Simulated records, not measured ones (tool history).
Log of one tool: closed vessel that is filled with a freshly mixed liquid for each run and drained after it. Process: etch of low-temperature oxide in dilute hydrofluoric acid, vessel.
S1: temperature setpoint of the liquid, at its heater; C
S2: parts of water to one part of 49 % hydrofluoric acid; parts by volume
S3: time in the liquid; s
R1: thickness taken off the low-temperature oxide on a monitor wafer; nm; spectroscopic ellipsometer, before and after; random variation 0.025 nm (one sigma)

{"run": 1, "day": 0.0, "S1": 24.0, "S2": 45, "S3": 35, "R1": 11.909}
{"run": 2, "day": 0.092, "S1": 24.0, "S2": 55, "S3": 35, "R1": 9.6259}
{"run": 3, "day": 0.312, "S1": 26.0, "S2": 55, "S3": 35, "R1": 10.377}
{"run": 4, "day": 0.558, "S1": 26.0, "S2": 60, "S3": 35, "R1": 9.4782}
{"run": 5, "day": 0.596, "S1": 24.0, "S2": 60, "S3": 35, "R1": 8.796}
{"run": 6, "day": 0.725, "S1": 22.5, "S2": 60, "S3": 35, "R1": 8.2411}
{"run": 7, "day": 0.942, "S1": 21.5, "S2": 60, "S3": 35, "R1": 7.8945}
{"run": 8, "day": 1.067, "S1": 20.5, "S2": 60, "S3": 35, "R1": 7.6115}
{"run": 9, "day": 1.196, "S1": 20.0, "S2": 60, "S3": 35, "R1": 7.4143}
{"run": 10, "day": 1.492, "S1": 19.5, "S2": 60, "S3": 35, "R1": 7.2155}
{"run": 11, "day": 1.825, "S1": 19.0, "S2": 60, "S3": 35, "R1": 7.1406}

Run 12 comes next. What will it give?
{"run": 12, "day": 2.183, "S1": 17.0, "S2": 65, "S3": 35, "R1": "?"}

Run 12 gave R1 6.0274 nm.
